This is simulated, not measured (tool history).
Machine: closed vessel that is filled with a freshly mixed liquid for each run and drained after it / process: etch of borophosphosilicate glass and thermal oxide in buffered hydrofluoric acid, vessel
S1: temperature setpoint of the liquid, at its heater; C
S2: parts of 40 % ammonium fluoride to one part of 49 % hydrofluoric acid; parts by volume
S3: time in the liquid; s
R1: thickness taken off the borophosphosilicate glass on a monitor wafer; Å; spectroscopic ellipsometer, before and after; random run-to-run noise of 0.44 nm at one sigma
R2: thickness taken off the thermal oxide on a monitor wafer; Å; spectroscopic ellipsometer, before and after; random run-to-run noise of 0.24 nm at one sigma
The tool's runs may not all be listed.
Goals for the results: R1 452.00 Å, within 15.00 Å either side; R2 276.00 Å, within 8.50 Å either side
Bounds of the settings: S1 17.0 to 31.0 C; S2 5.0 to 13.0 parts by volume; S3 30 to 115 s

run 1 hour=0.0 | S1=23.0 S2=8.0 S3=60 | R1=1234.00 R2=739.45
run 2 hour=8.1 | S1=22.0 S2=9.0 S3=60 | R1=1025.60 R2=624.20
run 3 hour=11.6 | S1=22.0 S2=9.0 S3=35 | R1=598.84 R2=358.73
run 4 hour=14.3 | S1=21.0 S2=9.0 S3=35 | R1=558.82 R2=335.53
run 5 hour=21.9 | S1=20.5 S2=9.0 S3=35 | R1=547.50 R2=333.41
run 6 hour=25.8 | S1=22.0 S2=9.0 S3=35 | R1=578.76 R2=361.72
run 7 hour=34.1 | S1=21.5 S2=9.0 S3=35 | R1=581.26 R2=349.31
run 8 hour=35.5 | S1=20.5 S2=9.0 S3=35 | R1=548.33 R2=329.88

4 candidate next runs follow, results not yet known. Just one meets every target within its allowed miss. Identify it.
run A hour=36.9 | S1=19.5 S2=10.0 S3=30 | R1=? R2=?
run B hour=36.9 | S1=20.5 S2=10.5 S3=30 | R1=? R2=?
run C hour=36.9 | S1=21.0 S2=10.0 S3=30 | R1=? R2=?
run D hour=36.9 | S1=21.0 S2=12.5 S3=55 | R1=? R2=?

move=A R1=412.07 R2=252.34
move=B R1=415.11 R2=254.49
move=C R1=447.62 R2=274.41
move=D R1=658.96 R2=404.63
A: moves the result that the last run missed by most past its target, out the other side
B: moves the result that the last run missed by most past its target, out the other side
C: every result within its allowed miss
D: moves away from the targets compared with the last run
Go with C: it meets all targets.
